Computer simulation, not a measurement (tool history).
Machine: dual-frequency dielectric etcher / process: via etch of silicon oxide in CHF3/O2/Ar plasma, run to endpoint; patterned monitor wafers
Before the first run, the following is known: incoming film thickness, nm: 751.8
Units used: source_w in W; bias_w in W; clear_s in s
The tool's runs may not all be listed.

Run 1, hour 0: source_w 620 W, bias_w 223 W. Result: clear_s 327.94 s.
Run 2, hour 3.9: source_w 620 W, bias_w 261 W. Result: clear_s 310.83 s.
Run 3, hour 5.3: source_w 620 W, bias_w 228 W. Result: clear_s 324.73 s.
Run 4, hour 13.2: source_w 560 W, bias_w 222 W. Result: clear_s 338.69 s.
Run 5, hour 18.1: source_w 460 W, bias_w 222 W. Result: clear_s 360.59 s.
Run 6, hour 21.6: source_w 520 W, bias_w 222 W. Result: clear_s 347.11 s.
Run 7, hour 30.1: source_w 490 W, bias_w 218 W. Result: clear_s 357.79 s.
Run 8, hour 31.2: source_w 470 W, bias_w 216 W. Result: clear_s 364.86 s.

The next listed run, before its measurement:
Run 9, hour 37.5: source_w 460 W, bias_w 215 W. Result: clear_s ?.

Run 9 came out at clear_s 364.24 s.
